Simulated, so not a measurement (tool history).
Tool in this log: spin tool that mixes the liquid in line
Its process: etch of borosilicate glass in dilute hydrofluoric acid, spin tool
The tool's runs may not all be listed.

run,day,temperature setpoint of the liquid (C),parts of water to one part of 49 % hydrofluoric acid (parts by volume),time under the liquid (s),thickness taken off the borosilicate glass on a monitor wafer (Å)
1,0,21,80,55,132.25
2,0.258,18,80,55,117.37
3,0.608,18,80,60,127.05
4,0.921,19.5,70,60,157.09
5,1.046,19.5,70,55,145.6
6,1.15,19.5,80,55,125.41

Run 7, settings as shown, results not yet in. Your forecast:
7,1.179,21,70,55,?

thickness taken off the borosilicate glass on a monitor wafer (Å): 153.1
